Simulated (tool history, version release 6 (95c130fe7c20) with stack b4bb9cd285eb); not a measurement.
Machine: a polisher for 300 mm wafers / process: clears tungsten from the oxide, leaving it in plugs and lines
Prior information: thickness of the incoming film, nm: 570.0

| run | hour | flow of slurry (ml/min) | pressure of the wafer on the pad (psi) | speed of the pad under the wafer (m/s) | abrasive content of the slurry | overpolish time after the end point (s) | time until the end point was called (s) |
|---|---|---|---|---|---|---|---|
| 1 | 0 | 130 | 3.6 | 1.26 | 1 | 10 | 118.73 |
| 2 | 8.4 | 130 | 4.1 | 1.28 | 1 | 10 | 102.61 |
| 3 | 12.7 | 130 | 4.5 | 1.3 | 1 | 10 | 90.88 |
| 4 | 15.4 | 130 | 4.8 | 1.32 | 1 | 10 | 87.589 |
| 5 | 17.2 | 105 | 4.8 | 1.32 | 1 | 10 | 90.247 |
| 6 | 25.5 | 105 | 4.8 | 1.32 | 1 | 10 | 88.413 |
| 7 | 27.2 | 105 | 5 | 1.34 | 1 | 10 | 86.467 |
| 8 | 32 | 110 | 5.2 | 1.36 | 1 | 10 | 81.638 |
| 9 | 35.2 | 110 | 5.3 | 1.4 | 1 | 10 | 75.417 |
| 10 | 42.4 | 110 | 5.4 | 1.4 | 1 | 10 | 75.536 |
| 11 | 46.9 | 110 | 5.4 | 1.4 | 1 | 10 | 77.829 |

Run 12 has not been measured yet. What should we expect?
| 12 | 49.8 | 110 | 5.5 | 1.44 | 1 | 10 | ? |

{"run 12": {"time until the end point was called (s)": 72.525}}
